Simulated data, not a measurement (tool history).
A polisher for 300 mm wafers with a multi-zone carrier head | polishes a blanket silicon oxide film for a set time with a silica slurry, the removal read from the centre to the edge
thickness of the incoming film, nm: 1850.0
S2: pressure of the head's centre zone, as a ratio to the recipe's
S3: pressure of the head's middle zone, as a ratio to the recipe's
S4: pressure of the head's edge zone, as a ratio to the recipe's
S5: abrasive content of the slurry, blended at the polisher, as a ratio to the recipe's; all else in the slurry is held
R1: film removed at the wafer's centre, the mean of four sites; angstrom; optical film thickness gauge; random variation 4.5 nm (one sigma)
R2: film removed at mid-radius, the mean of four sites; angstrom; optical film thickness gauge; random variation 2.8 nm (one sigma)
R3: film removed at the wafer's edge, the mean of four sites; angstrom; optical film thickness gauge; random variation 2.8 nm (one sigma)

{"run": 1, "day": 0.0, "flow of slurry (ml/min)": 160, "S2": 1.0, "S3": 1.0, "S4": 1.0, "S5": 1.0, "polishing time (s)": 79, "R1": 2396.1, "R2": 2335.5, "R3": 2294.0}
{"run": 2, "day": 0.25, "flow of slurry (ml/min)": 160, "S2": 1.0, "S3": 1.0, "S4": 0.92, "S5": 1.0, "polishing time (s)": 79, "R1": 2400.5, "R2": 2263.9, "R3": 2192.1}
{"run": 3, "day": 0.325, "flow of slurry (ml/min)": 160, "S2": 1.0, "S3": 0.95, "S4": 0.92, "S5": 1.0, "polishing time (s)": 79, "R1": 2419.4, "R2": 2220.2, "R3": 2189.5}
{"run": 4, "day": 0.533, "flow of slurry (ml/min)": 170, "S2": 1.02, "S3": 0.95, "S4": 0.97, "S5": 1.1, "polishing time (s)": 80, "R1": 2738.6, "R2": 2369.0, "R3": 2379.0}
{"run": 5, "day": 0.638, "flow of slurry (ml/min)": 170, "S2": 1.02, "S3": 0.95, "S4": 1.01, "S5": 1.1, "polishing time (s)": 80, "R1": 2707.7, "R2": 2342.5, "R3": 2471.6}
{"run": 6, "day": 0.971, "flow of slurry (ml/min)": 190, "S2": 1.02, "S3": 0.95, "S4": 1.01, "S5": 1.1, "polishing time (s)": 80, "R1": 2658.5, "R2": 2433.0, "R3": 2497.1}

Run 7 comes next. What will it give?
{"run": 7, "day": 1.121, "flow of slurry (ml/min)": 195, "S2": 1.03, "S3": 0.96, "S4": 1.04, "S5": 1.2, "polishing time (s)": 81, "R1": "?", "R2": "?", "R3": "?"}

R1: 2904.1 angstrom
R2: 2588.4 angstrom
R3: 2651.0 angstrom
